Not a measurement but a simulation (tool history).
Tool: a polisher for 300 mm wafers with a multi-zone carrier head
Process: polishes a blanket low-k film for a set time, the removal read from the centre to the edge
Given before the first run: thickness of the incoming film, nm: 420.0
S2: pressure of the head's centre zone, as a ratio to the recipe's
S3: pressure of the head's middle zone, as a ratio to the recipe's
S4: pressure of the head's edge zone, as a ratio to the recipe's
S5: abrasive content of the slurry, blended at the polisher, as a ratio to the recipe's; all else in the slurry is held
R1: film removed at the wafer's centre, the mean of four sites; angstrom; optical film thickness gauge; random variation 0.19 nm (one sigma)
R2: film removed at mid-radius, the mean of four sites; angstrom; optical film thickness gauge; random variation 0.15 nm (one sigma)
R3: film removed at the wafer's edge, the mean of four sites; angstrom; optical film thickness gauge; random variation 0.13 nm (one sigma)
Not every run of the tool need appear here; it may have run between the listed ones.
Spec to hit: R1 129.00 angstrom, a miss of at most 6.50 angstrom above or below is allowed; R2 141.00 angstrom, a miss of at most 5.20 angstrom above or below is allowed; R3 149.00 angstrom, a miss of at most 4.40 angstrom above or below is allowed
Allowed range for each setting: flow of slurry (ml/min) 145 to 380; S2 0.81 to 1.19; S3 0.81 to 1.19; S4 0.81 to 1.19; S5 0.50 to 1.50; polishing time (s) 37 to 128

run 1 hour=0.0 | flow_of_slurry_(ml/min)=245 S2=1.00 S3=1.00 S4=1.00 S5=1.00 polishing_time_(s)=82 | R1=235.19 R2=228.80 R3=232.66
run 2 hour=4.3 | flow_of_slurry_(ml/min)=245 S2=0.95 S3=1.00 S4=1.00 S5=1.00 polishing_time_(s)=82 | R1=223.52 R2=230.44 R3=233.06
run 3 hour=5.5 | flow_of_slurry_(ml/min)=240 S2=0.93 S3=0.98 S4=0.99 S5=0.90 polishing_time_(s)=80 | R1=200.38 R2=206.33 R3=209.44
run 4 hour=13.0 | flow_of_slurry_(ml/min)=240 S2=0.93 S3=0.98 S4=0.99 S5=0.75 polishing_time_(s)=80 | R1=174.74 R2=182.70 R3=185.89
run 5 hour=15.1 | flow_of_slurry_(ml/min)=240 S2=0.93 S3=0.98 S4=0.99 S5=0.75 polishing_time_(s)=96 | R1=212.40 R2=216.54 R3=222.65
run 6 hour=23.7 | flow_of_slurry_(ml/min)=240 S2=0.93 S3=0.98 S4=0.99 S5=0.75 polishing_time_(s)=112 | R1=239.24 R2=252.93 R3=261.31
run 7 hour=32.1 | flow_of_slurry_(ml/min)=230 S2=0.91 S3=0.97 S4=0.98 S5=0.70 polishing_time_(s)=107 | R1=218.06 R2=232.13 R3=234.42
run 8 hour=36.3 | flow_of_slurry_(ml/min)=225 S2=0.89 S3=0.96 S4=0.99 S5=0.65 polishing_time_(s)=102 | R1=186.91 R2=197.83 R3=207.68
run 9 hour=41.5 | flow_of_slurry_(ml/min)=215 S2=0.88 S3=0.95 S4=0.98 S5=0.60 polishing_time_(s)=101 | R1=165.59 R2=183.77 R3=190.52
run 10 hour=46.3 | flow_of_slurry_(ml/min)=175 S2=0.88 S3=0.85 S4=0.88 S5=0.50 polishing_time_(s)=99 | R1=131.11 R2=130.01 R3=144.14
run 11 hour=54.4 | flow_of_slurry_(ml/min)=180 S2=0.87 S3=0.86 S4=0.88 S5=0.50 polishing_time_(s)=99 | R1=125.49 R2=129.35 R3=143.19
run 12 hour=55.8 | flow_of_slurry_(ml/min)=190 S2=0.89 S3=0.95 S4=0.92 S5=0.55 polishing_time_(s)=99 | R1=149.82 R2=159.17 R3=163.87
run 13 hour=58.7 | flow_of_slurry_(ml/min)=185 S2=0.88 S3=0.94 S4=0.92 S5=0.55 polishing_time_(s)=99 | R1=143.75 R2=155.66 R3=164.40
run 14 hour=60.5 | flow_of_slurry_(ml/min)=185 S2=0.88 S3=0.94 S4=0.91 S5=0.55 polishing_time_(s)=99 | R1=149.23 R2=157.70 R3=164.39
run 15 hour=63.8 | flow_of_slurry_(ml/min)=185 S2=0.88 S3=0.94 S4=0.91 S5=0.55 polishing_time_(s)=99 | R1=149.98 R2=157.64 R3=162.87
run 16 hour=65.3 | flow_of_slurry_(ml/min)=180 S2=0.87 S3=0.93 S4=0.91 S5=0.55 polishing_time_(s)=99 | R1=143.34 R2=157.44 R3=160.78
run 17 hour=72.4 | flow_of_slurry_(ml/min)=175 S2=0.87 S3=0.92 S4=0.91 S5=0.55 polishing_time_(s)=99 | R1=146.27 R2=153.55 R3=160.77
run 18 hour=74.2 | flow_of_slurry_(ml/min)=175 S2=0.86 S3=0.91 S4=0.90 S5=0.55 polishing_time_(s)=99 | R1=142.75 R2=149.67 R3=161.83
run 19 hour=82.4 | flow_of_slurry_(ml/min)=180 S2=0.85 S3=0.91 S4=0.89 S5=0.55 polishing_time_(s)=99 | R1=141.39 R2=153.93 R3=160.99
run 20 hour=88.1 | flow_of_slurry_(ml/min)=180 S2=0.85 S3=0.91 S4=0.89 S5=0.55 polishing_time_(s)=99 | R1=143.79 R2=153.88 R3=162.85
run 21 hour=95.1 | flow_of_slurry_(ml/min)=175 S2=0.84 S3=0.91 S4=0.88 S5=0.55 polishing_time_(s)=99 | R1=137.40 R2=149.64 R3=160.05
run 22 hour=99.3 | flow_of_slurry_(ml/min)=170 S2=0.84 S3=0.91 S4=0.87 S5=0.55 polishing_time_(s)=99 | R1=138.35 R2=150.32 R3=158.63
run 23 hour=104.1 | flow_of_slurry_(ml/min)=170 S2=0.84 S3=0.91 S4=0.86 S5=0.55 polishing_time_(s)=99 | R1=141.35 R2=147.53 R3=160.05
run 24 hour=110.9 | flow_of_slurry_(ml/min)=165 S2=0.84 S3=0.91 S4=0.87 S5=0.55 polishing_time_(s)=99 | R1=135.88 R2=149.31 R3=160.50

Pick the move, out of 4, that brings all results within their allowed miss; only one does.
run A hour=117.7 | flow_of_slurry_(ml/min)=150 S2=0.82 S3=0.94 S4=0.90 S5=0.65 polishing_time_(s)=89 | R1=? R2=? R3=?
run B hour=117.7 | flow_of_slurry_(ml/min)=160 S2=0.93 S3=0.85 S4=0.88 S5=0.55 polishing_time_(s)=95 | R1=? R2=? R3=?
run C hour=117.7 | flow_of_slurry_(ml/min)=150 S2=0.84 S3=0.91 S4=0.86 S5=0.60 polishing_time_(s)=86 | R1=? R2=? R3=?
run D hour=117.7 | flow_of_slurry_(ml/min)=190 S2=0.81 S3=1.01 S4=0.82 S5=0.60 polishing_time_(s)=86 | R1=? R2=? R3=?

move=A R1=141.75 R2=162.10 R3=167.90
move=B R1=147.11 R2=136.13 R3=151.95
move=C R1=130.04 R2=141.29 R3=148.23
move=D R1=130.93 R2=160.24 R3=149.96
A: lands further from the targets than the last run did
B: brings the result that was furthest off to its target, and leaves another outside
C: every result lands within tolerance
D: brings the result that was furthest off to its target, and leaves another outside
The right move is C.
